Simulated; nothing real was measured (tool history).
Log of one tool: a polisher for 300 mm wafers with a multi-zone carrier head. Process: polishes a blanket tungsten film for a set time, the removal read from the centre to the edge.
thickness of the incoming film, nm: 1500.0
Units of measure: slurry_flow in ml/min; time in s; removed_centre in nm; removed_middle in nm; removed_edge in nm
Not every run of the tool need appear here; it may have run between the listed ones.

| run | hour | slurry_flow | centre_zone | middle_zone | edge_zone | slurry_solids | time | removed_centre | removed_middle | removed_edge |
|---|---|---|---|---|---|---|---|---|---|---|
| 1 | 0.0 | 130 | 1.00 | 1.00 | 1.00 | 1.00 | 38 | 266.15 | 269.66 | 265.47 |
| 2 | 4.1 | 140 | 1.04 | 1.01 | 1.02 | 1.10 | 40 | 301.72 | 299.69 | 285.11 |
| 3 | 7.9 | 145 | 1.07 | 0.99 | 1.04 | 1.20 | 42 | 335.98 | 307.18 | 318.86 |
| 4 | 14.2 | 155 | 1.10 | 1.01 | 1.04 | 1.25 | 43 | 360.17 | 332.63 | 328.74 |
| 5 | 19.9 | 160 | 1.12 | 1.01 | 1.04 | 1.30 | 44 | 382.48 | 341.17 | 336.97 |
| 6 | 24.6 | 165 | 1.14 | 1.01 | 1.05 | 1.35 | 45 | 402.40 | 365.66 | 357.71 |
| 7 | 25.7 | 170 | 1.15 | 1.00 | 1.04 | 1.40 | 46 | 418.50 | 363.62 | 357.88 |
| 8 | 32.7 | 175 | 1.16 | 1.00 | 1.04 | 1.40 | 47 | 439.41 | 380.19 | 374.81 |
| 9 | 40.3 | 180 | 1.17 | 1.00 | 1.04 | 1.40 | 47 | 431.91 | 389.17 | 378.98 |

Expected results for the next run?
| 10 | 45.8 | 175 | 1.17 | 1.01 | 1.05 | 1.40 | 48 | ? | ? | ? |

{"run 10": {"removed_centre": 445.32, "removed_middle": 386.12, "removed_edge": 389.15}}

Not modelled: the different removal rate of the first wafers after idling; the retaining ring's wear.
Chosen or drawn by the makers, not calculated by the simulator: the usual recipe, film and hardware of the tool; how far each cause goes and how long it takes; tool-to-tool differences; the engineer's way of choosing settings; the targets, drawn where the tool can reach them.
